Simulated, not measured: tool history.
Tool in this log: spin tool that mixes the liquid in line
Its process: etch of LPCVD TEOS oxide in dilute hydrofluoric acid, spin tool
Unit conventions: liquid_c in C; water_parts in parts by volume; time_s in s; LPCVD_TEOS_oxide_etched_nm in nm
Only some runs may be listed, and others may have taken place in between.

run  hour  liquid_c  water_parts  time_s  LPCVD_TEOS_oxide_etched_nm
  1   0.0      24.0           95      15                      9.2216
  2   7.1      22.5           95      15                      8.6940
  3  15.4      21.0           95      15                      8.1472
  4  18.9      21.0           75      15                     10.5090
  5  27.2      20.0           80      15                      9.3547
  6  29.9      23.0           80      15                     10.7100
  7  37.7      21.0           85      15                      9.2151
  8  38.6      20.0           85      15                      8.7676
  9  43.8      19.0           85      15                      8.4853
 10  48.6      18.5           85      15                      8.3131

Forecast run 11:
 11  54.2      18.0           85      15                           ?

Run 11 produced LPCVD_TEOS_oxide_etched_nm 8.1388 nm.

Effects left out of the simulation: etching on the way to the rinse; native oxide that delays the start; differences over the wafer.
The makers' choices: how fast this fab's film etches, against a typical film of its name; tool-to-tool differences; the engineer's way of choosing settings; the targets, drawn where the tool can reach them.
